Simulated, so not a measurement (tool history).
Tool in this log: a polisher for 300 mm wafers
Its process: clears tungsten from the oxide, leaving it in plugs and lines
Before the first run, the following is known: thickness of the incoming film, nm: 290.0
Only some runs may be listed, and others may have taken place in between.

run  hour  flow of slurry (ml/min)  pressure of the wafer on the pad (kPa)  speed of the pad under the wafer (m/s)  abrasive content of the slurry  overpolish time after the end point (s)  time until the end point was called (s)
  1   0.0                      265                                    22.8                                    1.02                             1.0                                       19                                   59.231
  2   1.2                      265                                    22.8                                    1.22                             1.0                                       19                                   50.663
  3   4.9                      265                                    18.6                                    1.22                             1.0                                       19                                   62.783
  4   9.1                      265                                    17.2                                    1.20                             1.0                                       19                                   66.627
  5  17.4                      265                                    16.5                                    1.18                             1.0                                       19                                   72.550
  6  22.3                      265                                    16.5                                    1.38                             1.0                                       19                                   60.807
  7  26.4                      265                                    15.9                                    1.34                             1.0                                       19                                   64.690
  8  30.2                      265                                    15.2                                    1.30                             1.0                                       19                                   69.904
  9  34.5                      265                                    14.5                                    1.28                             1.0                                       19                                   73.985
 10  38.6                      265                                    14.5                                    1.28                             1.0                                       19                                   74.386
 11  47.6                      265                                    13.8                                    1.26                             1.0                                       19                                   80.052
 12  53.2                      265                                    13.1                                    1.26                             1.0                                       19                                   82.220

Run 13 has not been measured yet. What should we expect?
 13  54.0                      265                                    12.4                                    1.24                             1.0                                       19                                        ?

{"run 13": {"time until the end point was called (s)": 87.466}}

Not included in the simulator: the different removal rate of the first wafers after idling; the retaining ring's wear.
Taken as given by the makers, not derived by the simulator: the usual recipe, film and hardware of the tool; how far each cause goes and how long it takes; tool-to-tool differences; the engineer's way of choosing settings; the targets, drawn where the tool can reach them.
